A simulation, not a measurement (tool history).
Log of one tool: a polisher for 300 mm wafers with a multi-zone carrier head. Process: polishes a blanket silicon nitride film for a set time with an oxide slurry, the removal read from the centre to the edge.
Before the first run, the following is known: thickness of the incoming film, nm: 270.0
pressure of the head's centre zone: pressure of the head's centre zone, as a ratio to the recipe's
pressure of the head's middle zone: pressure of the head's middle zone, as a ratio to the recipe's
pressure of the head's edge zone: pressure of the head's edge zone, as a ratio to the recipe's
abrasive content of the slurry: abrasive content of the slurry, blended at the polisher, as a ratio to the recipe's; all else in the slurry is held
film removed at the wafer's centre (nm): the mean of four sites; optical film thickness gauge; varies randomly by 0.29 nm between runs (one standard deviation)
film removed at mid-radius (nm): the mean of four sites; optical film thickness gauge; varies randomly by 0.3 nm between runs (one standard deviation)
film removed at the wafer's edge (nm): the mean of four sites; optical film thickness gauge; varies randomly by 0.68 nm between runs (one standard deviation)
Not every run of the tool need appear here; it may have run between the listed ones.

run	hour	flow of slurry (ml/min)	pressure of the head's centre zone	pressure of the head's middle zone	pressure of the head's edge zone	abrasive content of the slurry	polishing time (s)	film removed at the wafer's centre (nm)	film removed at mid-radius (nm)	film removed at the wafer's edge (nm)
1	0	140	1	1	1	1	62	42.744	41.611	42.154
2	3.3	145	0.99	0.99	1.03	1.05	62	42.768	42.56	44.22
3	11.2	145	0.99	0.99	1.03	1.05	50	35.197	34.285	35.693
4	15.9	145	0.99	0.99	0.99	1.05	50	35.14	34.546	34.17
5	16.7	145	0.95	0.99	0.99	1.05	50	34.009	34.529	35.585
6	17.5	145	0.95	0.99	0.99	1.05	57	38.103	38.978	39.891
7	22.3	150	0.96	0.98	1.02	1.1	57	39.691	39.681	41.54
8	30.4	155	0.96	0.97	1.05	1.15	57	40.536	40.594	43.073
9	38.9	160	0.96	0.96	1.07	1.2	57	41.433	41.279	43.323
10	40.7	160	0.96	0.96	1.07	1.2	57	41.475	41.148	44.89
11	49.1	200	0.98	0.92	1.17	1.3	57	45.793	42.136	48.14
12	50.8	200	0.98	0.92	1.17	1.35	57	45.839	43.083	48.755
13	55.7	200	0.98	0.91	1.17	1.35	57	45.739	42.497	49.131

What does the tool deliver on the next run?
14	62.1	200	0.98	0.9	1.18	1.45	57	?	?	?

Run 14 measured film removed at the wafer's centre (nm) 47.594, film removed at mid-radius (nm) 43.189, film removed at the wafer's edge (nm) 49.414.
